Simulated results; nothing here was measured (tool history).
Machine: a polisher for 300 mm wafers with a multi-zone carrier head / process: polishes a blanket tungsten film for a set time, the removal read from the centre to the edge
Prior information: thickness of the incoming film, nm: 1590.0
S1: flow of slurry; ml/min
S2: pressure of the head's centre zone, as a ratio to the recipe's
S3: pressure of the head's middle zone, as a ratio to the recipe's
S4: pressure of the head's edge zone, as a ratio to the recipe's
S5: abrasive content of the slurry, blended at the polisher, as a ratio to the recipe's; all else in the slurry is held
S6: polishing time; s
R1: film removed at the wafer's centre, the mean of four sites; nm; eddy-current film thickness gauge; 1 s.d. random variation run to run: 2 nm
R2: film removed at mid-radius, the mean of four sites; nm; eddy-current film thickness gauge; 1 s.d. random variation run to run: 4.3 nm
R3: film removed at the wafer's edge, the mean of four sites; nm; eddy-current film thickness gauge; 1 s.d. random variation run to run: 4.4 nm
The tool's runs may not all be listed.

run  hour   S1    S2    S3    S4    S5  S6      R1      R2      R3
  1   0.0  235  1.00  1.00  1.00  1.00  76  382.19  379.38  400.47
  2   3.8  230  0.99  1.00  0.99  1.00  76  378.80  392.08  390.52
  3   6.8  230  0.98  0.99  0.99  1.00  76  371.13  391.84  396.78
  4  15.2  230  0.98  0.99  0.99  1.00  89  439.16  450.87  453.51
  5  19.4  230  0.98  0.99  0.99  1.00  78  385.90  396.83  410.23
  6  22.5  230  0.97  0.99  0.99  0.95  78  374.49  401.68  402.43
  7  29.0  230  0.97  0.98  0.99  0.95  78  375.46  395.13  394.87
  8  36.2  230  0.96  0.97  1.00  0.95  78  371.68  383.96  401.61

Estimate the outcome of run 9 from the log above:
  9  40.4  230  0.96  0.97  1.00  0.95  78   ?   ?   ?

R1: 371.23 nm
R2: 392.02 nm
R3: 402.47 nm
